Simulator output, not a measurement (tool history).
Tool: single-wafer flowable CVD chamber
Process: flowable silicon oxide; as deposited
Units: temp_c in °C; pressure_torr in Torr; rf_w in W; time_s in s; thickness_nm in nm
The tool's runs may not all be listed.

Run 1, day 0.000: temp_c 110 °C, pressure_torr 0.705 Torr, rf_w 1580 W, time_s 678 s. Result: thickness_nm 232.23 nm.
Run 2, day 0.096: temp_c 110 °C, pressure_torr 0.705 Torr, rf_w 1710 W, time_s 678 s. Result: thickness_nm 237.62 nm.
Run 3, day 0.367: temp_c 120 °C, pressure_torr 0.705 Torr, rf_w 1710 W, time_s 678 s. Result: thickness_nm 166.91 nm.
Run 4, day 0.567: temp_c 120 °C, pressure_torr 0.705 Torr, rf_w 1840 W, time_s 678 s. Result: thickness_nm 169.90 nm.
Run 5, day 0.733: temp_c 115 °C, pressure_torr 0.705 Torr, rf_w 1840 W, time_s 678 s. Result: thickness_nm 201.85 nm.
Run 6, day 0.996: temp_c 112 °C, pressure_torr 0.705 Torr, rf_w 1840 W, time_s 678 s. Result: thickness_nm 222.89 nm.
Run 7, day 1.192: temp_c 110 °C, pressure_torr 0.705 Torr, rf_w 1840 W, time_s 678 s. Result: thickness_nm 242.48 nm.
Run 8, day 1.488: temp_c 110 °C, pressure_torr 0.705 Torr, rf_w 1840 W, time_s 678 s. Result: thickness_nm 243.83 nm.

Run 9 comes next. What will it give?
Run 9, day 1.575: temp_c 108 °C, pressure_torr 0.705 Torr, rf_w 1840 W, time_s 678 s. Result: thickness_nm ?.

{"run 9": {"thickness_nm": 261.43}}
